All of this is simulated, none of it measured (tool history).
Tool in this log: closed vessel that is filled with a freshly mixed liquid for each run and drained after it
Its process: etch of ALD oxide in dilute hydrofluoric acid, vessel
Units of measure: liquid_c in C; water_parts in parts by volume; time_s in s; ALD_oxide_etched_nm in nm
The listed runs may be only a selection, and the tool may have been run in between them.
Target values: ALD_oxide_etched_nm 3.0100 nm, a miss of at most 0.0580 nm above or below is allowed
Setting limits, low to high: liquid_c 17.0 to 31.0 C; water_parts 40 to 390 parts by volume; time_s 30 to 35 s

run 1 day=0.000 | liquid_c=23.0 water_parts=215 time_s=35 | ALD_oxide_etched_nm=1.8975
run 2 day=0.346 | liquid_c=23.0 water_parts=215 time_s=35 | ALD_oxide_etched_nm=1.8984
run 3 day=0.442 | liquid_c=23.0 water_parts=260 time_s=35 | ALD_oxide_etched_nm=1.5040
run 4 day=0.558 | liquid_c=23.0 water_parts=260 time_s=30 | ALD_oxide_etched_nm=1.2892
run 5 day=0.650 | liquid_c=24.0 water_parts=250 time_s=30 | ALD_oxide_etched_nm=1.3895
run 6 day=0.700 | liquid_c=20.5 water_parts=250 time_s=30 | ALD_oxide_etched_nm=1.2251
run 7 day=0.746 | liquid_c=22.0 water_parts=245 time_s=30 | ALD_oxide_etched_nm=1.3436
-- day=0.862 thermometer replaced
run 8 day=0.862 | liquid_c=23.0 water_parts=240 time_s=30 | ALD_oxide_etched_nm=1.5320
run 9 day=0.979 | liquid_c=24.0 water_parts=235 time_s=30 | ALD_oxide_etched_nm=1.6270
run 10 day=1.158 | liquid_c=25.0 water_parts=230 time_s=30 | ALD_oxide_etched_nm=1.7390
run 11 day=1.200 | liquid_c=29.0 water_parts=160 time_s=30 | ALD_oxide_etched_nm=3.0903

Consider the 4 candidate settings below. Which is the only one whose results all fall within their allowed miss of target?
run A day=1.242 | liquid_c=28.5 water_parts=185 time_s=35 | ALD_oxide_etched_nm=?
run B day=1.242 | liquid_c=31.0 water_parts=170 time_s=30 | ALD_oxide_etched_nm=?
run C day=1.242 | liquid_c=31.0 water_parts=190 time_s=35 | ALD_oxide_etched_nm=?
run D day=1.242 | liquid_c=30.0 water_parts=160 time_s=30 | ALD_oxide_etched_nm=?

move=A ALD_oxide_etched_nm=3.0297
move=B ALD_oxide_etched_nm=3.1452
move=C ALD_oxide_etched_nm=3.1997
move=D ALD_oxide_etched_nm=3.2679
A: every result lands within tolerance
B: lands further from the targets than the last run did
C: lands further from the targets than the last run did
D: lands further from the targets than the last run did
A is the move that brings every result within its allowed miss.
